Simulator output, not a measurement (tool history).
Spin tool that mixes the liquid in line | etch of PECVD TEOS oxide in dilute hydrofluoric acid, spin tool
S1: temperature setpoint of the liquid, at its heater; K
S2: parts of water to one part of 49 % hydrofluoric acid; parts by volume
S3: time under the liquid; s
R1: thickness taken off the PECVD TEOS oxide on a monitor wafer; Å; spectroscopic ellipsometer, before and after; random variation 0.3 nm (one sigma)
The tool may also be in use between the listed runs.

run 1 hour=0.0 | S1=296.15 S2=125 S3=115 | R1=129.88
run 2 hour=8.7 | S1=296.15 S2=140 S3=115 | R1=116.04
run 3 hour=15.9 | S1=297.15 S2=130 S3=115 | R1=128.40
run 4 hour=24.7 | S1=299.65 S2=130 S3=115 | R1=143.58
run 5 hour=29.9 | S1=303.15 S2=130 S3=115 | R1=162.09
run 6 hour=34.4 | S1=303.15 S2=120 S3=115 | R1=181.38
run 7 hour=41.8 | S1=303.15 S2=120 S3=115 | R1=181.71
run 8 hour=43.1 | S1=303.15 S2=115 S3=115 | R1=190.06
run 9 hour=45.7 | S1=303.15 S2=110 S3=115 | R1=199.77

Forecast run 10:
run 10 hour=53.2 | S1=304.15 S2=60 S3=115 | R1=?

Run 10 gave R1 409.61 Å.
